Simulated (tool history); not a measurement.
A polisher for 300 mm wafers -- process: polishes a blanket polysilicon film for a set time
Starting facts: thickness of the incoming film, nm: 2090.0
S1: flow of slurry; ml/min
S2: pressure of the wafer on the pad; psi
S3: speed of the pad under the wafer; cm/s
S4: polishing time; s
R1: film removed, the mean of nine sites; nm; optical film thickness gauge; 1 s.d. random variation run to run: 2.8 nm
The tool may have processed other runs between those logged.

| run | hour | S1 | S2 | S3 | S4 | R1 |
|---|---|---|---|---|---|---|
| 1 | 0 | 165 | 2.2 | 80 | 78 | 414.18 |
| 2 | 6.5 | 165 | 2.2 | 100 | 78 | 498.67 |
| 3 | 13.9 | 165 | 2.2 | 108 | 78 | 556.52 |
| 4 | 19.3 | 165 | 2.2 | 124 | 78 | 624.34 |
| 5 | 26.8 | 135 | 2.2 | 124 | 78 | 619.87 |
| 6 | 31 | 170 | 2.2 | 124 | 78 | 625.33 |
| 7 | 31.8 | 170 | 1.9 | 120 | 78 | 527.83 |
| 8 | 40 | 145 | 1.3 | 110 | 78 | 355.3 |

Forecast run 9:
| 9 | 42.5 | 145 | 1.2 | 110 | 78 | ? |

{"run 9": {"R1": 332.74}}
